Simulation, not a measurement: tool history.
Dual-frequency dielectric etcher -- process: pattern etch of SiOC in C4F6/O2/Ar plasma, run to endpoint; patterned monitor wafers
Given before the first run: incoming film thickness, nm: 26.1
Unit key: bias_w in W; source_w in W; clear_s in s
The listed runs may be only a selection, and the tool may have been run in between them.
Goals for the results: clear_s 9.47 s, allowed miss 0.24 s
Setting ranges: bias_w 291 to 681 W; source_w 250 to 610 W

run	hour	bias_w	source_w	clear_s
1	0	486	430	8.4701
2	1.7	486	370	8.9899
3	4.8	541	370	8.3757
4	8.1	607	370	8.0089
5	10.9	590	370	8.2114
6	13.6	575	370	8.2122
7	14.5	561	370	8.3403
8	19.8	548	370	8.4605
9	27.9	537	370	8.5007
10	31.9	526	370	8.6651
11	33.1	518	370	8.6814
12	41.3	510	370	8.6639
13	45.6	500	370	8.7781
14	46.7	492	370	8.8273
15	49.7	485	370	8.8667
16	55.7	478	370	8.986

Pick the move, out of 5, that brings all results within their allowed miss; only one does.
A	61.7	534	270	?
B	61.7	412	330	?
C	61.7	428	300	?
D	61.7	517	330	?
E	61.7	360	400	?

move	clear_s
A	9.4899
B	10.202
C	10.307
D	9.0589
E	10.303
A: each result inside its tolerance
B: the result that was furthest off in the last run now lies on the other side of its target
C: the result that was furthest off in the last run now lies on the other side of its target
D: nearer the targets than the last run, but a result is still out of spec
E: the result that was furthest off in the last run now lies on the other side of its target
So the answer is move A, the one that meets all the targets.

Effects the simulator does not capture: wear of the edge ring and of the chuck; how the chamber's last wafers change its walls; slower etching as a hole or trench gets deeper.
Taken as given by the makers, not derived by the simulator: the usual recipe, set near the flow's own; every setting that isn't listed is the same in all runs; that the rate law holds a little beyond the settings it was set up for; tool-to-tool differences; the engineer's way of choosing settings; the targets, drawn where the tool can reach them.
